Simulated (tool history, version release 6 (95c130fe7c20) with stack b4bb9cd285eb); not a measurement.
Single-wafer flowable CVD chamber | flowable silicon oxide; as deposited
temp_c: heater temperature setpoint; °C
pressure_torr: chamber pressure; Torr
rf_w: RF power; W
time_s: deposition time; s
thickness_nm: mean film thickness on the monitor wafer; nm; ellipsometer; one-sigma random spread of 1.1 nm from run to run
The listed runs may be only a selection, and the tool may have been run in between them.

run,day,temp_c,pressure_torr,rf_w,time_s,thickness_nm
1,0,105,0.594,1575,1200,403.73
2,0.133,109,0.594,1575,1200,351.13
3,0.471,109,0.637,1575,1200,371.62
4,0.567,109,0.588,1575,1200,345.49
5,0.929,120,0.588,1575,1200,236.62
6,1.025,120,0.588,1430,1200,227.5

Estimate the outcome of run 7 from the log above:
7,1.275,121,0.588,1430,1200,?

{"run 7": {"thickness_nm": 223.59}}
